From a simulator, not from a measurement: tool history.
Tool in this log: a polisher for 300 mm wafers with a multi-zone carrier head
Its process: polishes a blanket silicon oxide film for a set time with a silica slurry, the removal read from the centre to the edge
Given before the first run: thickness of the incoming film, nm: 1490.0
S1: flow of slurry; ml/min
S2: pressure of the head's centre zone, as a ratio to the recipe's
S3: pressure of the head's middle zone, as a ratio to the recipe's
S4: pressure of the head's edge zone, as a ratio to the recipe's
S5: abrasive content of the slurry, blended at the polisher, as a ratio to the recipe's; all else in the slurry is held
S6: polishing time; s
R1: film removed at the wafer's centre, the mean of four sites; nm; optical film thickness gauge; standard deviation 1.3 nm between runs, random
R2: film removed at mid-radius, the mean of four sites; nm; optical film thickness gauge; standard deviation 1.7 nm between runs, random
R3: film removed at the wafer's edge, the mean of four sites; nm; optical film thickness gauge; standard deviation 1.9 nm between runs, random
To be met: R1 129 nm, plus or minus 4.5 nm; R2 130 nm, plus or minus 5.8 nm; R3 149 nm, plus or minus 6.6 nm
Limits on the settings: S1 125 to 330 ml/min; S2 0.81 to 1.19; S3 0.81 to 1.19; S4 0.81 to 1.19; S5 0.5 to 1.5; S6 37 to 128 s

| run | hour | S1 | S2 | S3 | S4 | S5 | S6 | R1 | R2 | R3 |
|---|---|---|---|---|---|---|---|---|---|---|
| 1 | 0 | 210 | 1 | 1 | 1 | 1 | 82 | 179.25 | 183.04 | 178.83 |
| 2 | 4.9 | 205 | 0.98 | 0.98 | 1 | 0.95 | 82 | 172.25 | 176.34 | 179.47 |
| 3 | 9.8 | 205 | 0.98 | 0.98 | 0.95 | 0.95 | 82 | 167.91 | 176.38 | 174.26 |
| 4 | 16.7 | 205 | 0.98 | 0.98 | 0.95 | 0.95 | 101 | 205.44 | 213.2 | 216.06 |
| 5 | 23.1 | 205 | 0.98 | 0.98 | 0.95 | 0.75 | 101 | 193.84 | 193.82 | 197.01 |
|  | 25.6 | slurry nozzle cleaned |
| 6 | 25.6 | 245 | 0.98 | 0.98 | 0.95 | 0.75 | 101 | 225.13 | 227.79 | 215.85 |
| 7 | 31.3 | 230 | 0.97 | 0.97 | 0.94 | 0.7 | 100 | 208.16 | 215.9 | 209.72 |
| 8 | 37.6 | 215 | 0.97 | 0.96 | 0.94 | 0.7 | 98 | 204.78 | 211.78 | 201.1 |
| 9 | 43 | 205 | 0.98 | 0.99 | 0.96 | 0.7 | 97 | 204.57 | 213.21 | 204.64 |

Next run, 5 choices. One meets every target within its allowed miss, the rest don't. Which?
| A | 48.4 | 140 | 0.97 | 0.86 | 0.91 | 0.8 | 65 | ? | ? | ? |
| B | 48.4 | 145 | 1.12 | 0.88 | 1.03 | 0.55 | 70 | ? | ? | ? |
| C | 48.4 | 130 | 0.89 | 0.86 | 0.99 | 1.1 | 65 | ? | ? | ? |
| D | 48.4 | 145 | 0.81 | 1 | 0.96 | 0.85 | 67 | ? | ? | ? |
| E | 48.4 | 210 | 1.08 | 1.07 | 1.01 | 0.6 | 69 | ? | ? | ? |

| move | R1 | R2 | R3 |
|---|---|---|---|
| A | 129.6 | 120.95 | 129.35 |
| B | 142.54 | 117.03 | 130.03 |
| C | 129.87 | 132.6 | 148.34 |
| D | 115.01 | 145.8 | 140.26 |
| E | 151.49 | 150.52 | 137.54 |
A: brings the last run's worst result on target, with another outside its allowed miss
B: gains on the last run, yet a result remains outside its allowed miss
C: in spec on every target
D: the result that was furthest off in the last run now lies on the other side of its target
E: gains on the last run, yet a result remains outside its allowed miss
Correct choice: C, which meets every target
